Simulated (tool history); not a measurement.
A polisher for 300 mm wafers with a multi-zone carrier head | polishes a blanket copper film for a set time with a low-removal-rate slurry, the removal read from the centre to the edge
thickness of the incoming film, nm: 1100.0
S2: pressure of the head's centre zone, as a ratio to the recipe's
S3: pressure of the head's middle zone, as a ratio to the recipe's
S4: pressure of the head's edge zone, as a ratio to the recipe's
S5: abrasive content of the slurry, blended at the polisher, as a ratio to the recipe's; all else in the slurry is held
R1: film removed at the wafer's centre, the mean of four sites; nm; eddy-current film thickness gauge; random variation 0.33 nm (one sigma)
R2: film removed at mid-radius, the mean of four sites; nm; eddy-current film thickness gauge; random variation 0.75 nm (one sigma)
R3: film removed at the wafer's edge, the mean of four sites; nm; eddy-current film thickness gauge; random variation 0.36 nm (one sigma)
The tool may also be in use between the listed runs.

{"run": 1, "hour": 0.0, "flow of slurry (ml/min)": 195, "S2": 1, "S3": 1, "S4": 1, "S5": 1, "polishing time (s)": 40, "R1": 89.426, "R2": 87.625, "R3": 87.58}
{"run": 2, "hour": 6.4, "flow of slurry (ml/min)": 195, "S2": 0.92, "S3": 1, "S4": 1, "S5": 1, "polishing time (s)": 40, "R1": 81.762, "R2": 89.197, "R3": 88.691}
{"run": 3, "hour": 14.5, "flow of slurry (ml/min)": 195, "S2": 0.92, "S3": 1, "S4": 1, "S5": 0.8, "polishing time (s)": 40, "R1": 76.54, "R2": 81.899, "R3": 82.462}
{"run": 4, "hour": 18.6, "flow of slurry (ml/min)": 195, "S2": 0.92, "S3": 1, "S4": 1, "S5": 0.8, "polishing time (s)": 50, "R1": 94.811, "R2": 102.94, "R3": 103.17}
{"run": 5, "hour": 26.1, "flow of slurry (ml/min)": 190, "S2": 0.91, "S3": 0.99, "S4": 0.97, "S5": 0.75, "polishing time (s)": 46, "R1": 84.144, "R2": 89.126, "R3": 90.683}
{"run": 6, "hour": 29.0, "flow of slurry (ml/min)": 190, "S2": 0.91, "S3": 0.99, "S4": 0.97, "S5": 0.55, "polishing time (s)": 46, "R1": 74.464, "R2": 79.342, "R3": 80.475}
{"run": 7, "hour": 35.4, "flow of slurry (ml/min)": 185, "S2": 0.91, "S3": 0.98, "S4": 0.95, "S5": 0.55, "polishing time (s)": 44, "R1": 70.863, "R2": 76.643, "R3": 74.836}
{"run": 8, "hour": 41.7, "flow of slurry (ml/min)": 180, "S2": 0.9, "S3": 0.95, "S4": 0.94, "S5": 0.55, "polishing time (s)": 42, "R1": 66.904, "R2": 68.574, "R3": 71.6}
{"run": 9, "hour": 44.0, "flow of slurry (ml/min)": 175, "S2": 0.89, "S3": 0.95, "S4": 0.92, "S5": 0.55, "polishing time (s)": 41, "R1": 64.127, "R2": 67.029, "R3": 68.982}
{"run": 10, "hour": 48.1, "flow of slurry (ml/min)": 170, "S2": 0.89, "S3": 0.94, "S4": 0.9, "S5": 0.55, "polishing time (s)": 40, "R1": 62.173, "R2": 65.818, "R3": 66.827}
{"run": 11, "hour": 51.8, "flow of slurry (ml/min)": 170, "S2": 0.89, "S3": 0.93, "S4": 0.89, "S5": 0.55, "polishing time (s)": 39, "R1": 60.024, "R2": 64.041, "R3": 63.278}
{"run": 12, "hour": 52.5, "flow of slurry (ml/min)": 165, "S2": 0.89, "S3": 0.91, "S4": 0.88, "S5": 0.55, "polishing time (s)": 38, "R1": 58.45, "R2": 59.648, "R3": 61.496}
{"run": 13, "hour": 58.1, "flow of slurry (ml/min)": 160, "S2": 0.89, "S3": 0.9, "S4": 0.87, "S5": 0.55, "polishing time (s)": 38, "R1": 57.856, "R2": 59.777, "R3": 61.442}
{"run": 14, "hour": 58.8, "flow of slurry (ml/min)": 160, "S2": 0.89, "S3": 0.9, "S4": 0.86, "S5": 0.55, "polishing time (s)": 37, "R1": 56.609, "R2": 56.41, "R3": 59.784}
{"run": 15, "hour": 64.5, "flow of slurry (ml/min)": 160, "S2": 0.89, "S3": 0.9, "S4": 0.86, "S5": 0.55, "polishing time (s)": 37, "R1": 56.334, "R2": 57.122, "R3": 59.591}
{"run": 16, "hour": 71.9, "flow of slurry (ml/min)": 160, "S2": 0.89, "S3": 0.9, "S4": 0.85, "S5": 0.55, "polishing time (s)": 37, "R1": 56.831, "R2": 57.025, "R3": 58.927}

The next listed run, before its measurement:
{"run": 17, "hour": 78.5, "flow of slurry (ml/min)": 160, "S2": 0.89, "S3": 0.9, "S4": 0.84, "S5": 0.55, "polishing time (s)": 37, "R1": "?", "R2": "?", "R3": "?"}

{"run 17": {"R1": 57.171, "R2": 56.966, "R3": 58.794}}

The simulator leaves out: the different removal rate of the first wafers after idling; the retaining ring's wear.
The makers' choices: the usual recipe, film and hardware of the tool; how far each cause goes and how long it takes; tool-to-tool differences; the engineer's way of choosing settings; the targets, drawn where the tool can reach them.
